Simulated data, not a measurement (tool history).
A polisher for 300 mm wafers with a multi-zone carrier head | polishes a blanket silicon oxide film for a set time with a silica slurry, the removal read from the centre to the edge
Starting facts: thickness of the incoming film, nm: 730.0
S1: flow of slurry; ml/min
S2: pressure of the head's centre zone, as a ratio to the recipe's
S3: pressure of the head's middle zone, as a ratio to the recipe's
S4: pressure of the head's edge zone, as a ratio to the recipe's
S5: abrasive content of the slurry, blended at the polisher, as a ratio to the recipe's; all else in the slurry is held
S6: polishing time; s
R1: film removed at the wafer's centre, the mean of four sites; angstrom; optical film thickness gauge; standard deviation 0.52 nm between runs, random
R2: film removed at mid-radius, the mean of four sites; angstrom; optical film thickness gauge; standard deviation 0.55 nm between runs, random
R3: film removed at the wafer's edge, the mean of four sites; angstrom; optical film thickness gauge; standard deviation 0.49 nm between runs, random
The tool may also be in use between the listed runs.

| run | hour | S1 | S2 | S3 | S4 | S5 | S6 | R1 | R2 | R3 |
|---|---|---|---|---|---|---|---|---|---|---|
| 1 | 0.0 | 160 | 1.00 | 1.00 | 1.00 | 1.00 | 54 | 947.53 | 932.90 | 929.55 |
| 2 | 3.9 | 160 | 1.00 | 1.00 | 1.07 | 1.00 | 54 | 929.07 | 912.28 | 972.97 |
| 3 | 12.9 | 160 | 1.00 | 1.00 | 1.02 | 1.00 | 54 | 963.48 | 924.23 | 939.41 |
| 4 | 20.2 | 150 | 0.96 | 0.97 | 1.01 | 0.85 | 46 | 694.38 | 692.91 | 729.72 |
| 5 | 27.2 | 180 | 0.96 | 0.97 | 1.01 | 0.85 | 46 | 704.43 | 695.00 | 738.96 |
| 6 | 28.1 | 200 | 0.96 | 0.97 | 1.01 | 0.85 | 46 | 721.30 | 720.24 | 739.02 |
| 7 | 31.4 | 200 | 0.93 | 0.94 | 0.98 | 0.75 | 42 | 585.14 | 591.67 | 614.87 |
| 8 | 36.8 | 200 | 0.91 | 0.91 | 0.95 | 0.70 | 41 | 529.95 | 530.29 | 564.84 |
| 9 | 45.1 | 200 | 0.91 | 0.91 | 0.95 | 0.70 | 41 | 530.75 | 540.03 | 558.77 |
| 10 | 49.8 | 200 | 0.91 | 0.91 | 0.95 | 0.70 | 41 | 532.67 | 527.12 | 566.80 |
| 11 | 52.0 | 200 | 0.89 | 0.89 | 0.92 | 0.65 | 40 | 473.96 | 475.69 | 501.45 |
| 12 | 55.3 | 190 | 0.87 | 0.87 | 0.90 | 0.65 | 40 | 454.45 | 477.22 | 509.34 |
| 13 | 60.0 | 190 | 0.87 | 0.86 | 0.89 | 0.60 | 39 | 415.84 | 422.66 | 451.17 |

Forecast run 14:
| 14 | 62.4 | 180 | 0.87 | 0.85 | 0.88 | 0.60 | 39 | ? | ? | ? |

Logged for run 14: R1 416.03 angstrom, R2 407.33 angstrom, R3 449.37 angstrom.
